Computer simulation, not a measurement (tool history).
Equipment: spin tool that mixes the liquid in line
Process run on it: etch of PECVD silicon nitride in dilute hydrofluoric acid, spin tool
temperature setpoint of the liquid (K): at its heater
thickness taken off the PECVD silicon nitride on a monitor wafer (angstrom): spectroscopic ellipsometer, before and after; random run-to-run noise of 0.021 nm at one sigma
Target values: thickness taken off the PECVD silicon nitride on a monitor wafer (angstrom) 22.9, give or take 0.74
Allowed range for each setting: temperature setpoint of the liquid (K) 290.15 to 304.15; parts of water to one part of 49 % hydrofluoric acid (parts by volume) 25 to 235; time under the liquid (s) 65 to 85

| run | hour | temperature setpoint of the liquid (K) | parts of water to one part of 49 % hydrofluoric acid (parts by volume) | time under the liquid (s) | thickness taken off the PECVD silicon nitride on a monitor wafer (angstrom) |
|---|---|---|---|---|---|
| 1 | 0 | 296.15 | 130 | 85 | 11.889 |
| 2 | 2.2 | 297.15 | 125 | 85 | 13.241 |
| 3 | 7.5 | 297.15 | 125 | 65 | 10.28 |
| 4 | 10 | 297.15 | 170 | 65 | 7.5133 |
| 5 | 10.9 | 298.15 | 155 | 65 | 8.9015 |
| 6 | 19 | 299.15 | 145 | 65 | 9.9563 |
| 7 | 19.9 | 299.65 | 135 | 65 | 11.079 |
| 8 | 21.7 | 300.15 | 125 | 65 | 12.176 |
| 9 | 25 | 304.15 | 75 | 65 | 26.716 |
| 10 | 33.4 | 303.65 | 75 | 65 | 25.249 |

Which one of the following 4 next-run settings gets every result inside its allowed miss? There is exactly one.
| A | 41.8 | 304.15 | 95 | 65 | ? |
| B | 41.8 | 300.65 | 75 | 65 | ? |
| C | 41.8 | 301.65 | 85 | 75 | ? |
| D | 41.8 | 302.15 | 85 | 65 | ? |

| move | thickness taken off the PECVD silicon nitride on a monitor wafer (angstrom) |
|---|---|
| A | 21.119 |
| B | 21.309 |
| C | 23.189 |
| D | 20.76 |
A: takes the biggest miss from the last run beyond its target
B: takes the biggest miss from the last run beyond its target
C: each result inside its tolerance
D: takes the biggest miss from the last run beyond its target
Go with C: it meets all targets.
